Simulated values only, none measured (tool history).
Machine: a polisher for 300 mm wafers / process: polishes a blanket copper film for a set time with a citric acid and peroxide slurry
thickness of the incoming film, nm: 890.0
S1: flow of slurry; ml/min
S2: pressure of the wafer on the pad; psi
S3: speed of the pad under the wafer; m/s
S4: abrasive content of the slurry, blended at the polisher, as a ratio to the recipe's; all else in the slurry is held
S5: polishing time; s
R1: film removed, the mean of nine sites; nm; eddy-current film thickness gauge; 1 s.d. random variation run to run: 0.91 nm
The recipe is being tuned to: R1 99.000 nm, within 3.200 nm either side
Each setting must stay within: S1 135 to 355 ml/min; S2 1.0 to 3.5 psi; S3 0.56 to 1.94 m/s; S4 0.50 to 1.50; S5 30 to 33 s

| run | hour | S1 | S2 | S3 | S4 | S5 | R1 |
|---|---|---|---|---|---|---|---|
| 1 | 0.0 | 225 | 2.2 | 1.24 | 1.00 | 33 | 68.207 |
| 2 | 1.2 | 225 | 2.2 | 1.24 | 1.20 | 33 | 71.790 |
| 3 | 4.2 | 225 | 2.3 | 1.24 | 1.20 | 33 | 73.726 |
| 4 | 13.0 | 225 | 2.4 | 1.24 | 1.20 | 33 | 76.499 |
| 5 | 15.7 | 225 | 2.5 | 1.24 | 1.20 | 33 | 77.555 |
| 6 | 22.5 | 255 | 2.5 | 1.24 | 1.20 | 33 | 79.786 |
| 7 | 28.9 | 255 | 2.6 | 1.24 | 1.20 | 33 | 83.426 |
| 8 | 34.6 | 255 | 2.7 | 1.24 | 1.20 | 33 | 86.149 |
| 9 | 41.0 | 260 | 2.9 | 1.24 | 1.20 | 33 | 92.529 |
| 10 | 46.5 | 260 | 2.9 | 1.24 | 1.20 | 33 | 92.305 |
| 11 | 53.5 | 265 | 3.0 | 1.24 | 1.20 | 33 | 94.354 |

Of the 5 settings listed for the next run, only one would bring every result within its allowed miss of target. Which one?
| A | 60.5 | 295 | 3.3 | 1.10 | 1.15 | 31 | ? |
| B | 60.5 | 235 | 2.6 | 1.38 | 1.30 | 33 | ? |
| C | 60.5 | 235 | 3.4 | 1.32 | 1.20 | 30 | ? |
| D | 60.5 | 240 | 3.3 | 1.26 | 1.00 | 30 | ? |
| E | 60.5 | 270 | 3.4 | 1.06 | 1.35 | 30 | ? |

| move | R1 |
|---|---|
| A | 89.351 |
| B | 92.544 |
| C | 101.080 |
| D | 91.338 |
| E | 88.682 |
A: lands further from the targets than the last run did
B: lands further from the targets than the last run did
C: every result lands within tolerance
D: lands further from the targets than the last run did
E: lands further from the targets than the last run did
Go with C: it meets all targets.
